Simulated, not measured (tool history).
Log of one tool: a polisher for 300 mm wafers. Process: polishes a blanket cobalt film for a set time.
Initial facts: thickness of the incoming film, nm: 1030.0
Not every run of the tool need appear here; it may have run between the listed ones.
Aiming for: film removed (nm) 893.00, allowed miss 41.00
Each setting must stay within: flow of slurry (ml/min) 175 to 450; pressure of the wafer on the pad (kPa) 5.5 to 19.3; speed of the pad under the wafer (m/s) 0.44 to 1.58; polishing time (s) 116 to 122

run,hour,flow of slurry (ml/min),pressure of the wafer on the pad (kPa),speed of the pad under the wafer (m/s),polishing time (s),film removed (nm)
1,0.0,290,12.4,1.00,116,508.57
2,8.9,290,10.3,1.00,116,419.45
3,9.5,330,10.3,1.00,116,437.23
4,10.7,330,10.3,1.00,122,464.67
5,18.0,330,11.7,1.00,122,505.27
6,18.9,330,13.1,1.02,122,576.35
7,27.0,330,13.1,1.02,122,578.26
8,32.6,330,14.5,1.02,122,646.09
9,33.9,330,15.2,1.02,122,671.20
10,38.7,330,18.6,1.06,122,849.52
# hour 47.5: head pressure recalibrated
11,47.5,330,19.3,1.08,122,999.19
12,56.3,330,18.6,1.08,122,962.69

Of the 4 settings listed for the next run, only one would bring every result within its allowed miss of target. Which one?
A,65.1,375,19.3,1.02,122,?
B,65.1,240,16.5,1.16,122,?
C,65.1,310,17.9,1.16,122,?
D,65.1,295,19.3,1.08,122,?

move,film removed (nm)
A,966.92
B,901.95
C,1003.00
D,1000.70
A: its largest miss is bigger than the last run's
B: all results in spec
C: its largest miss is bigger than the last run's
D: its largest miss is bigger than the last run's
Go with B: it meets all targets.
